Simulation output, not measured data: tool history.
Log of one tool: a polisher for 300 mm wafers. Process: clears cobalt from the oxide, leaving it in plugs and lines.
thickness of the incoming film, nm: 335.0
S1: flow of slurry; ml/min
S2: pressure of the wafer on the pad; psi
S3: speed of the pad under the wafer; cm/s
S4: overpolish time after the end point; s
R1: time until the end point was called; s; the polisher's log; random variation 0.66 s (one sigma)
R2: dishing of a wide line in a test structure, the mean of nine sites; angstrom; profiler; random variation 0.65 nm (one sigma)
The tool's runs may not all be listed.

run 1 day=0 | S1=150 S2=2.3 S3=76 S4=20 | R1=76.211 R2=543.53
run 2 day=0.046 | S1=150 S2=2.3 S3=76 S4=15 | R1=76.994 R2=450.6
run 3 day=0.325 | S1=150 S2=1.7 S3=76 S4=15 | R1=97.537 R2=392.38
run 4 day=0.371 | S1=150 S2=1.7 S3=84 S4=15 | R1=91.355 R2=428.48
run 5 day=0.408 | S1=150 S2=2 S3=84 S4=14 | R1=76.449 R2=445.73
run 6 day=0.467 | S1=150 S2=1.6 S3=84 S4=14 | R1=96.498 R2=380.04
run 7 day=0.804 | S1=150 S2=1.8 S3=84 S4=13 | R1=87.097 R2=393.4
run 8 day=0.925 | S1=150 S2=2 S3=84 S4=13 | R1=77.143 R2=425.49
run 9 day=1.275 | S1=150 S2=2.2 S3=84 S4=13 | R1=71.91 R2=435.53
run 10 day=1.479 | S1=150 S2=2.3 S3=84 S4=13 | R1=67.558 R2=458.88
run 11 day=1.821 | S1=150 S2=2.4 S3=84 S4=13 | R1=68.029 R2=459.41
run 12 day=2.042 | S1=150 S2=2.5 S3=84 S4=13 | R1=64.581 R2=474.73
run 13 day=2.212 | S1=160 S2=3.1 S3=86 S4=10 | R1=50.365 R2=471.88

The next listed run, before its measurement:
run 14 day=2.512 | S1=160 S2=3.2 S3=86 S4=12 | R1=? R2=?

{"run 14": {"R1": 48.689, "R2": 529.32}}

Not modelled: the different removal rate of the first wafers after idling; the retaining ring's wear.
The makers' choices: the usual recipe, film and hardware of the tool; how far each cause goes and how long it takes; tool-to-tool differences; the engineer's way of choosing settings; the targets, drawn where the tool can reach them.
